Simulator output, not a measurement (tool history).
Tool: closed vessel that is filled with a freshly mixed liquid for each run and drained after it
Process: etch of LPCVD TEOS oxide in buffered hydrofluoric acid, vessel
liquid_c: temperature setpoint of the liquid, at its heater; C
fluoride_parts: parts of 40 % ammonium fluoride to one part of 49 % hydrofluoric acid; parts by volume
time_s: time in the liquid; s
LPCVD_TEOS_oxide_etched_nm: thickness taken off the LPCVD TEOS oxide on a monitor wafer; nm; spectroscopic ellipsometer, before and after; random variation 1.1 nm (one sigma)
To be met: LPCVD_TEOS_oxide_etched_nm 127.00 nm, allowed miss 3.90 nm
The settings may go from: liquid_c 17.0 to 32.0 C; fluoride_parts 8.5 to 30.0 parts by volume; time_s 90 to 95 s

Run 1, hour 0.0: liquid_c 24.0 C, fluoride_parts 23.0 parts by volume, time_s 90 s. Result: LPCVD_TEOS_oxide_etched_nm 199.79 nm.
Run 2, hour 6.4: liquid_c 23.5 C, fluoride_parts 23.5 parts by volume, time_s 90 s. Result: LPCVD_TEOS_oxide_etched_nm 193.72 nm.
Run 3, hour 8.9: liquid_c 23.0 C, fluoride_parts 24.0 parts by volume, time_s 90 s. Result: LPCVD_TEOS_oxide_etched_nm 186.27 nm.
Run 4, hour 16.4: liquid_c 22.5 C, fluoride_parts 24.5 parts by volume, time_s 90 s. Result: LPCVD_TEOS_oxide_etched_nm 177.57 nm.
Run 5, hour 18.1: liquid_c 22.5 C, fluoride_parts 24.5 parts by volume, time_s 90 s. Result: LPCVD_TEOS_oxide_etched_nm 177.81 nm.
Run 6, hour 24.6: liquid_c 22.5 C, fluoride_parts 24.5 parts by volume, time_s 95 s. Result: LPCVD_TEOS_oxide_etched_nm 189.19 nm.
Run 7, hour 28.6: liquid_c 22.0 C, fluoride_parts 25.0 parts by volume, time_s 95 s. Result: LPCVD_TEOS_oxide_etched_nm 177.22 nm.
Run 8, hour 35.1: liquid_c 21.5 C, fluoride_parts 25.0 parts by volume, time_s 95 s. Result: LPCVD_TEOS_oxide_etched_nm 175.01 nm.
Run 9, hour 37.8: liquid_c 21.0 C, fluoride_parts 25.0 parts by volume, time_s 95 s. Result: LPCVD_TEOS_oxide_etched_nm 170.23 nm.
Run 10, hour 39.9: liquid_c 20.5 C, fluoride_parts 25.0 parts by volume, time_s 95 s. Result: LPCVD_TEOS_oxide_etched_nm 164.17 nm.
Run 11, hour 43.7: liquid_c 20.0 C, fluoride_parts 25.0 parts by volume, time_s 95 s. Result: LPCVD_TEOS_oxide_etched_nm 160.00 nm.
Run 12, hour 44.5: liquid_c 19.5 C, fluoride_parts 25.0 parts by volume, time_s 95 s. Result: LPCVD_TEOS_oxide_etched_nm 157.21 nm.

Which of these 4 next moves meets every target?
Run A, hour 45.3: liquid_c 17.5 C, fluoride_parts 26.5 parts by volume, time_s 90 s. Result: LPCVD_TEOS_oxide_etched_nm ?.
Run B, hour 45.3: liquid_c 20.0 C, fluoride_parts 16.5 parts by volume, time_s 95 s. Result: LPCVD_TEOS_oxide_etched_nm ?.
Run C, hour 45.3: liquid_c 20.5 C, fluoride_parts 27.0 parts by volume, time_s 90 s. Result: LPCVD_TEOS_oxide_etched_nm ?.
Run D, hour 45.3: liquid_c 18.5 C, fluoride_parts 18.0 parts by volume, time_s 95 s. Result: LPCVD_TEOS_oxide_etched_nm ?.

move  LPCVD_TEOS_oxide_etched_nm
   A                      125.55
   B                      224.28
   C                      146.90
   D                      189.14
A: meets every target
B: further off than the last run
C: nearer than the last run, and not there yet
D: further off than the last run
Move A is the one to make.
